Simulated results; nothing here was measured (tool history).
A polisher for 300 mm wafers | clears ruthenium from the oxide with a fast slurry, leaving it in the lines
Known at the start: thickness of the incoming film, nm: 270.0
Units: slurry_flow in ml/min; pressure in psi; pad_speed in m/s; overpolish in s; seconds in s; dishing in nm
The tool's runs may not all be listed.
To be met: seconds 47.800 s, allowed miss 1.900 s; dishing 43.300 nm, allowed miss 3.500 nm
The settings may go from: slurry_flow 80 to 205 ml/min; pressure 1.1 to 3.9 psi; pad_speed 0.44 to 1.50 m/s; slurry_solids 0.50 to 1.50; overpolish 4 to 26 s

run    day  slurry_flow  pressure  pad_speed  slurry_solids  overpolish  seconds  dishing
  1  0.000          135       2.5       0.96           1.00          13   75.153   40.168
  2  0.304          135       2.2       0.96           1.00          13   81.913   37.068
  3  0.467          135       1.7       0.96           1.00          13   99.437   31.163
  4  0.717          140       2.1       0.96           1.00          12   84.402   32.133
  5  0.996          140       2.6       0.96           1.00          12   72.240   38.090
  6  1.346          110       2.6       0.96           1.00          12   75.248   37.069
  7  1.492          120       2.9       0.96           1.00          11   68.256   36.908
  8  1.592          125       3.1       0.96           1.00          11   63.516   38.741
  9  1.721          130       3.3       0.96           1.00          11   61.313   42.979
 10  1.846          130       3.4       0.98           1.00          10   59.880   38.855
 11  2.146          130       3.5       1.00           1.00          10   55.197   41.971
 12  2.383          130       3.6       1.00           1.00          10   55.516   41.413
 13  2.567          130       3.7       1.02           1.00          10   54.446   40.456
 14  2.862          130       3.7       1.04           1.00          10   52.732   44.744
 15  2.950          130       3.7       1.06           1.00          10   51.736   44.837
 16  3.204          130       3.8       1.08           1.00           9   50.541   40.557
 17  3.425          130       3.8       1.08           1.00           9   50.716   41.257
 18  3.633          130       3.8       1.10           1.00           9   50.317   41.601

4 next moves are on the table. One of them brings every result within its allowed miss. Which?
  A  3.842          135       3.4       1.12           1.25           7        ?        ?
  B  3.842          120       3.8       1.30           0.80           8        ?        ?
  C  3.842          140       3.9       0.86           1.10          10        ?        ?
  D  3.842          125       3.9       1.22           0.90           9        ?        ?

move  seconds  dishing
   A   47.956   34.512
   B   51.399   36.616
   C   54.110   42.824
   D   48.620   42.887
A: brings the result that was furthest off to its target, and leaves another outside
B: further off than the last run
C: further off than the last run
D: meets every target
Answer: D
